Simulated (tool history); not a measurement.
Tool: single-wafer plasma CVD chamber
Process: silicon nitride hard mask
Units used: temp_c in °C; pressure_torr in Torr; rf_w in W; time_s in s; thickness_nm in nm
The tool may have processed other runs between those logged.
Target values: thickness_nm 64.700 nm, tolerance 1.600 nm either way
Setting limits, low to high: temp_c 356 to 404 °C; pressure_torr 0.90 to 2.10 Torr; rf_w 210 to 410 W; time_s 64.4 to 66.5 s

run 1 day=0.000 | temp_c=380 pressure_torr=1.50 rf_w=310 time_s=64.4 | thickness_nm=72.107
run 2 day=0.350 | temp_c=380 pressure_torr=1.41 rf_w=305 time_s=64.4 | thickness_nm=70.288
run 3 day=0.383 | temp_c=370 pressure_torr=1.41 rf_w=305 time_s=64.4 | thickness_nm=70.298
run 4 day=0.742 | temp_c=370 pressure_torr=1.34 rf_w=300 time_s=64.4 | thickness_nm=68.666
run 5 day=0.792 | temp_c=370 pressure_torr=1.34 rf_w=330 time_s=64.4 | thickness_nm=72.476
run 6 day=0.929 | temp_c=370 pressure_torr=1.26 rf_w=325 time_s=64.4 | thickness_nm=70.240
run 7 day=1.071 | temp_c=370 pressure_torr=1.19 rf_w=320 time_s=64.4 | thickness_nm=68.679
run 8 day=1.317 | temp_c=370 pressure_torr=1.14 rf_w=320 time_s=64.4 | thickness_nm=67.698
run 9 day=1.342 | temp_c=370 pressure_torr=1.10 rf_w=320 time_s=64.4 | thickness_nm=66.654
run 10 day=1.508 | temp_c=370 pressure_torr=1.08 rf_w=320 time_s=64.4 | thickness_nm=66.486

Pick the move, out of 4, that brings all results within their allowed miss; only one does.
run A day=1.675 | temp_c=371 pressure_torr=0.91 rf_w=340 time_s=64.4 | thickness_nm=?
run B day=1.675 | temp_c=373 pressure_torr=1.02 rf_w=295 time_s=64.4 | thickness_nm=?
run C day=1.675 | temp_c=375 pressure_torr=1.08 rf_w=330 time_s=65.6 | thickness_nm=?
run D day=1.675 | temp_c=375 pressure_torr=1.03 rf_w=345 time_s=64.6 | thickness_nm=?

move=A thickness_nm=65.535
move=B thickness_nm=62.565
move=C thickness_nm=69.180
move=D thickness_nm=68.802
A: each result inside its tolerance
B: moves the result that the last run missed by most past its target, out the other side
C: lands further from the targets than the last run did
D: lands further from the targets than the last run did
Go with A: it meets all targets.
